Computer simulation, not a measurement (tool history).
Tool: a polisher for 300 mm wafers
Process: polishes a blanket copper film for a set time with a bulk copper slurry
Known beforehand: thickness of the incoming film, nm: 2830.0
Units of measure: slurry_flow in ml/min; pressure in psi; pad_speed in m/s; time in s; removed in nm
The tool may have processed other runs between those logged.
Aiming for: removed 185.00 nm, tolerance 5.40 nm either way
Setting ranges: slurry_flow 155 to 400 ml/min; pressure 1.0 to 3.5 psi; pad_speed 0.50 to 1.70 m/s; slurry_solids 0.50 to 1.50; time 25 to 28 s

run	day	slurry_flow	pressure	pad_speed	slurry_solids	time	removed
1	0.000	255	2.2	1.10	1.00	28	259.94
2	0.250	255	2.1	1.10	1.00	28	244.74
3	0.583	255	2.1	1.32	1.00	28	294.72
4	0.788	255	2.0	1.32	1.00	28	283.60
5	1.025	255	2.0	1.16	1.00	28	246.96
6	1.192	255	2.0	1.16	1.00	28	245.20
7	1.400	255	1.9	1.16	1.00	28	235.82
8	1.621	255	1.8	1.16	1.00	28	225.99

Pick the move, out of 5, that brings all results within their allowed miss; only one does.
A	1.842	225	1.4	1.40	1.05	27	?
B	1.842	200	2.0	1.04	0.90	26	?
C	1.842	270	2.0	1.06	0.80	26	?
D	1.842	305	1.5	1.08	1.20	28	?
E	1.842	305	2.0	1.04	0.90	25	?

move	removed
A	200.95
B	193.51
C	199.35
D	184.77
E	195.91
A: better than the last run, though not everything is in spec
B: better than the last run, though not everything is in spec
C: better than the last run, though not everything is in spec
D: every result lands within tolerance
E: better than the last run, though not everything is in spec
Correct choice: D, which meets every target
